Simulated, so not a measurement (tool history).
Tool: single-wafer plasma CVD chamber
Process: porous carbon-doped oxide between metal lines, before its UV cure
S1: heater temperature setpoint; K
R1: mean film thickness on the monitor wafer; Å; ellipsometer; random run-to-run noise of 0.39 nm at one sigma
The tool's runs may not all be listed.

{"run": 1, "hour": 0.0, "S1": 553.15, "RF power (kW)": 0.475, "deposition time (s)": 50.5, "R1": 2494.1}
{"run": 2, "hour": 5.7, "S1": 557.15, "RF power (kW)": 0.45, "deposition time (s)": 50.5, "R1": 2312.1}
{"run": 3, "hour": 8.7, "S1": 560.15, "RF power (kW)": 0.435, "deposition time (s)": 50.5, "R1": 2200.3}
{"run": 4, "hour": 9.2, "S1": 563.15, "RF power (kW)": 0.425, "deposition time (s)": 50.5, "R1": 2111.3}
{"hour": 14.9, "done": "thermocouple changed; heater temperature recalibrated"}
{"run": 5, "hour": 14.9, "S1": 565.15, "RF power (kW)": 0.42, "deposition time (s)": 50.5, "R1": 2118.5}
{"run": 6, "hour": 23.0, "S1": 567.15, "RF power (kW)": 0.405, "deposition time (s)": 50.5, "R1": 2026.9}
{"run": 7, "hour": 26.4, "S1": 568.15, "RF power (kW)": 0.395, "deposition time (s)": 50.5, "R1": 1961.4}
{"run": 8, "hour": 29.4, "S1": 569.15, "RF power (kW)": 0.39, "deposition time (s)": 50.5, "R1": 1929.8}
{"run": 9, "hour": 37.7, "S1": 577.15, "RF power (kW)": 0.36, "deposition time (s)": 50.5, "R1": 1689.9}

Estimate the outcome of run 10 from the log above:
{"run": 10, "hour": 39.7, "S1": 576.15, "RF power (kW)": 0.36, "deposition time (s)": 50.5, "R1": "?"}

{"run 10": {"R1": 1698.7}}

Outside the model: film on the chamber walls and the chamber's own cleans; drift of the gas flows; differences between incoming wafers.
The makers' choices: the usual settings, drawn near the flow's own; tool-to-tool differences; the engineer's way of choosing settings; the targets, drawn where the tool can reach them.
